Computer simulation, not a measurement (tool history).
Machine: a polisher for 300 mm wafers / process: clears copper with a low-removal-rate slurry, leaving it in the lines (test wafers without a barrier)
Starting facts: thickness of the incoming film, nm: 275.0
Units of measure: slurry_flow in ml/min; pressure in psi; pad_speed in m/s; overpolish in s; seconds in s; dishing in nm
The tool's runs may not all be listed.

{"run": 1, "hour": 0.0, "slurry_flow": 150, "pressure": 3.1, "pad_speed": 1.2, "slurry_solids": 1, "overpolish": 18, "seconds": 69.694, "dishing": 40.99}
{"run": 2, "hour": 1.9, "slurry_flow": 150, "pressure": 3.1, "pad_speed": 0.9, "slurry_solids": 1, "overpolish": 18, "seconds": 93.307, "dishing": 32.493}
{"run": 3, "hour": 4.8, "slurry_flow": 150, "pressure": 3.6, "pad_speed": 0.94, "slurry_solids": 1, "overpolish": 19, "seconds": 79.213, "dishing": 38.011}
{"run": 4, "hour": 5.9, "slurry_flow": 150, "pressure": 4, "pad_speed": 1.02, "slurry_solids": 1, "overpolish": 21, "seconds": 67, "dishing": 47.769}
{"run": 5, "hour": 8.5, "slurry_flow": 150, "pressure": 4, "pad_speed": 1.18, "slurry_solids": 1, "overpolish": 21, "seconds": 60.043, "dishing": 52.6}
{"run": 6, "hour": 16.4, "slurry_flow": 115, "pressure": 4, "pad_speed": 1.18, "slurry_solids": 1, "overpolish": 21, "seconds": 63.041, "dishing": 50.541}
{"run": 7, "hour": 19.8, "slurry_flow": 140, "pressure": 4.9, "pad_speed": 1.22, "slurry_solids": 1, "overpolish": 24, "seconds": 51.192, "dishing": 68.85}
{"run": 8, "hour": 24.7, "slurry_flow": 145, "pressure": 4.9, "pad_speed": 1.26, "slurry_solids": 1, "overpolish": 24, "seconds": 46.923, "dishing": 70.056}

Expected results for the next run?
{"run": 9, "hour": 29.7, "slurry_flow": 150, "pressure": 4.9, "pad_speed": 1.28, "slurry_solids": 1, "overpolish": 24, "seconds": "?", "dishing": "?"}

Run 9 measured seconds 46.012 s, dishing 70.477 nm.
